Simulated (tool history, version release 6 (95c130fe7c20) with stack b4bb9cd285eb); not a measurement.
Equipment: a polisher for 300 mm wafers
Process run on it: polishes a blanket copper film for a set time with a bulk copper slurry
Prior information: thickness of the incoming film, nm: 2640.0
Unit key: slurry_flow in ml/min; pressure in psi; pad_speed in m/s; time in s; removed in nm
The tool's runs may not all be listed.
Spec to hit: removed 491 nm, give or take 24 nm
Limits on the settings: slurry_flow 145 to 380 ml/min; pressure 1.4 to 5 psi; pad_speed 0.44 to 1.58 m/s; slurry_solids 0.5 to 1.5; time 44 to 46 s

Run 1, day 0: slurry_flow 245 ml/min, pressure 3.2 psi, pad_speed 1 m/s, slurry_solids 1, time 44 s. Result: removed 412.08 nm.
Run 2, day 0.371: slurry_flow 210 ml/min, pressure 3.2 psi, pad_speed 1 m/s, slurry_solids 1, time 44 s. Result: removed 393.58 nm.
Run 3, day 0.504: slurry_flow 210 ml/min, pressure 3.2 psi, pad_speed 1 m/s, slurry_solids 0.8, time 44 s. Result: removed 383.68 nm.
Run 4, day 0.754: slurry_flow 210 ml/min, pressure 3.6 psi, pad_speed 1 m/s, slurry_solids 0.8, time 44 s. Result: removed 421.78 nm.
Run 5, day 0.979: slurry_flow 215 ml/min, pressure 3.7 psi, pad_speed 1 m/s, slurry_solids 0.8, time 44 s. Result: removed 436.14 nm.
At day 1.008: head pressure recalibrated.
Run 6, day 1.008: slurry_flow 220 ml/min, pressure 3.8 psi, pad_speed 1 m/s, slurry_solids 0.8, time 44 s. Result: removed 418.3 nm.
Run 7, day 1.3: slurry_flow 220 ml/min, pressure 4 psi, pad_speed 1.02 m/s, slurry_solids 0.8, time 44 s. Result: removed 442.8 nm.
Run 8, day 1.35: slurry_flow 220 ml/min, pressure 4.1 psi, pad_speed 1.04 m/s, slurry_solids 0.8, time 44 s. Result: removed 461.69 nm.

Of the 5 settings listed for the next run, only one would bring every result within its allowed miss of target. Which one?
Run A, day 1.4: slurry_flow 180 ml/min, pressure 4.1 psi, pad_speed 1.26 m/s, slurry_solids 0.75, time 46 s. Result: removed ?.
Run B, day 1.4: slurry_flow 185 ml/min, pressure 3.8 psi, pad_speed 1.06 m/s, slurry_solids 0.8, time 44 s. Result: removed ?.
Run C, day 1.4: slurry_flow 205 ml/min, pressure 4.2 psi, pad_speed 0.94 m/s, slurry_solids 0.75, time 44 s. Result: removed ?.
Run D, day 1.4: slurry_flow 205 ml/min, pressure 4.1 psi, pad_speed 0.96 m/s, slurry_solids 0.7, time 46 s. Result: removed ?.
Run E, day 1.4: slurry_flow 240 ml/min, pressure 4.5 psi, pad_speed 0.94 m/s, slurry_solids 0.9, time 46 s. Result: removed ?.

move  removed
   A   560.86
   B   431.26
   C    420.5
   D   432.76
   E   496.36
A: takes the biggest miss from the last run beyond its target
B: the biggest miss grows against the last run
C: the biggest miss grows against the last run
D: the biggest miss grows against the last run
E: all results in spec
Move E is the one to make.
